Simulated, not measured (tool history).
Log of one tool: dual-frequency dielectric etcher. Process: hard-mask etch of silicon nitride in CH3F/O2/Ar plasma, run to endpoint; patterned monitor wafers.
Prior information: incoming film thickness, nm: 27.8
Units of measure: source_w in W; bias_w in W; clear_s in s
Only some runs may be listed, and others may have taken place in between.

run 1 hour=0.0 | source_w=420 bias_w=84 | clear_s=39.044
run 2 hour=6.0 | source_w=420 bias_w=70 | clear_s=42.100
run 3 hour=8.8 | source_w=350 bias_w=70 | clear_s=45.777
run 4 hour=13.6 | source_w=390 bias_w=70 | clear_s=44.117
run 5 hour=14.7 | source_w=440 bias_w=75 | clear_s=40.079
run 6 hour=17.7 | source_w=440 bias_w=85 | clear_s=37.751
run 7 hour=24.1 | source_w=440 bias_w=85 | clear_s=38.051

Run 8, settings as shown, results not yet in. Your forecast:
-- hour=26.4 wet clean of the chamber
run 8 hour=26.4 | source_w=470 bias_w=86 | clear_s=?

{"run 8": {"clear_s": 34.818}}

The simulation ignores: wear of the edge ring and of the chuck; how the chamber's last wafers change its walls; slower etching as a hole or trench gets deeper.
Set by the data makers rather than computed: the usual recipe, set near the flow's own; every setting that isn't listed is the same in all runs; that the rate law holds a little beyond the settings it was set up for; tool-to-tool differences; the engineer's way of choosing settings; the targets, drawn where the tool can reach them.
